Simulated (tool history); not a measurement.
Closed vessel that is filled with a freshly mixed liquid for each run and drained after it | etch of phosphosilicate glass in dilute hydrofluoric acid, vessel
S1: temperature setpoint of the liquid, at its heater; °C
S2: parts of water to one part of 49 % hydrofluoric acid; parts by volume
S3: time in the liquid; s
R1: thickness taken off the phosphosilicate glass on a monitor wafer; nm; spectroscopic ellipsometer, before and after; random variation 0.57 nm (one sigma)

{"run": 1, "hour": 0.0, "S1": 25.0, "S2": 160, "S3": 30, "R1": 27.622}
{"run": 2, "hour": 7.6, "S1": 26.5, "S2": 135, "S3": 30, "R1": 36.26}
{"run": 3, "hour": 9.8, "S1": 26.5, "S2": 135, "S3": 30, "R1": 36.62}
{"run": 4, "hour": 18.2, "S1": 24.0, "S2": 135, "S3": 30, "R1": 32.908}
{"run": 5, "hour": 22.4, "S1": 22.5, "S2": 135, "S3": 30, "R1": 30.907}
{"run": 6, "hour": 25.2, "S1": 24.5, "S2": 120, "S3": 30, "R1": 38.408}
{"run": 7, "hour": 31.2, "S1": 26.0, "S2": 110, "S3": 30, "R1": 45.393}

Forecast run 8:
{"run": 8, "hour": 34.2, "S1": 27.5, "S2": 105, "S3": 30, "R1": "?"}

R1: 49.660 nm

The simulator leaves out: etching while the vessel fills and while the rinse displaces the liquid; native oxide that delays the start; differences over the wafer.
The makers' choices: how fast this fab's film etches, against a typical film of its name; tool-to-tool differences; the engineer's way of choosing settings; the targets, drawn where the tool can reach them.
